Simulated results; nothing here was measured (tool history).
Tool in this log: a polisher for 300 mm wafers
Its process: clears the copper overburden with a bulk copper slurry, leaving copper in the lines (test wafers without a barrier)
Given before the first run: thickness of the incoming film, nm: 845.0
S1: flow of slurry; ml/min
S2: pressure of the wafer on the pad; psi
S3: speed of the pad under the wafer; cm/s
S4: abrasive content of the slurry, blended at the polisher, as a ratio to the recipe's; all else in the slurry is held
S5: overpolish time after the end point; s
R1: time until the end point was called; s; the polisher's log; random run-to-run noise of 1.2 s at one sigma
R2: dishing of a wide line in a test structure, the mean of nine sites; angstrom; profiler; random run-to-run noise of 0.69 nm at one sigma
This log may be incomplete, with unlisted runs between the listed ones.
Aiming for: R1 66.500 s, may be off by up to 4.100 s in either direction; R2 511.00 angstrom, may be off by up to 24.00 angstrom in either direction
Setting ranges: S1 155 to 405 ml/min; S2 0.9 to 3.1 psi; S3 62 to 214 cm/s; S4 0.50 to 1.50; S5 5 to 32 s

run 1 hour=0.0 | S1=260 S2=2.0 S3=138 S4=1.00 S5=16 | R1=124.780 R2=414.21
run 2 hour=6.5 | S1=260 S2=2.0 S3=138 S4=1.00 S5=13 | R1=129.410 R2=368.71
run 3 hour=14.7 | S1=260 S2=2.0 S3=138 S4=1.00 S5=10 | R1=128.110 R2=328.04
run 4 hour=21.9 | S1=260 S2=2.1 S3=140 S4=1.00 S5=11 | R1=118.450 R2=359.77
run 5 hour=24.6 | S1=305 S2=2.1 S3=140 S4=1.00 S5=11 | R1=120.850 R2=361.57
run 6 hour=25.9 | S1=305 S2=1.6 S3=140 S4=1.00 S5=11 | R1=149.860 R2=305.93
run 7 hour=33.5 | S1=305 S2=1.8 S3=144 S4=1.00 S5=11 | R1=127.800 R2=327.01
run 8 hour=38.4 | S1=305 S2=2.0 S3=146 S4=1.00 S5=11 | R1=121.380 R2=352.90
run 9 hour=47.4 | S1=305 S2=2.1 S3=150 S4=1.00 S5=11 | R1=111.800 R2=361.39
run 10 hour=53.9 | S1=305 S2=2.2 S3=152 S4=1.00 S5=11 | R1=106.500 R2=386.64
run 11 hour=60.7 | S1=305 S2=2.3 S3=154 S4=1.00 S5=11 | R1=100.450 R2=399.43
-- hour=65.7 worn pad replaced by a new one
run 12 hour=65.7 | S1=305 S2=2.4 S3=156 S4=1.00 S5=11 | R1=85.830 R2=408.77
run 13 hour=68.6 | S1=305 S2=2.5 S3=156 S4=1.00 S5=11 | R1=84.460 R2=424.93
run 14 hour=76.5 | S1=305 S2=2.5 S3=156 S4=1.00 S5=11 | R1=82.965 R2=423.67
run 15 hour=83.3 | S1=305 S2=2.7 S3=156 S4=1.00 S5=12 | R1=76.991 R2=450.58
run 16 hour=84.6 | S1=305 S2=2.7 S3=156 S4=1.00 S5=12 | R1=76.947 R2=450.05

Consider the 5 candidate settings below. Which is the only one whose results all fall within their allowed miss of target?
run A hour=85.9 | S1=305 S2=2.8 S3=156 S4=1.00 S5=13 | R1=? R2=?
run B hour=85.9 | S1=300 S2=2.7 S3=164 S4=0.95 S5=21 | R1=? R2=?
run C hour=85.9 | S1=300 S2=3.0 S3=162 S4=1.05 S5=12 | R1=? R2=?
run D hour=85.9 | S1=280 S2=2.8 S3=172 S4=1.05 S5=10 | R1=? R2=?
run E hour=85.9 | S1=295 S2=2.9 S3=180 S4=0.85 S5=18 | R1=? R2=?

move=A R1=76.147 R2=470.46
move=B R1=76.534 R2=506.77
move=C R1=68.230 R2=476.63
move=D R1=69.684 R2=447.71
move=E R1=67.529 R2=509.10
A: gains on the last run, yet a result remains outside its allowed miss
B: about the same distance from the targets as the last run
C: the worst result of the last run now meets its target, but another is out of spec
D: the worst result of the last run now meets its target, but another is out of spec
E: each result inside its tolerance
The move that meets every target is E.
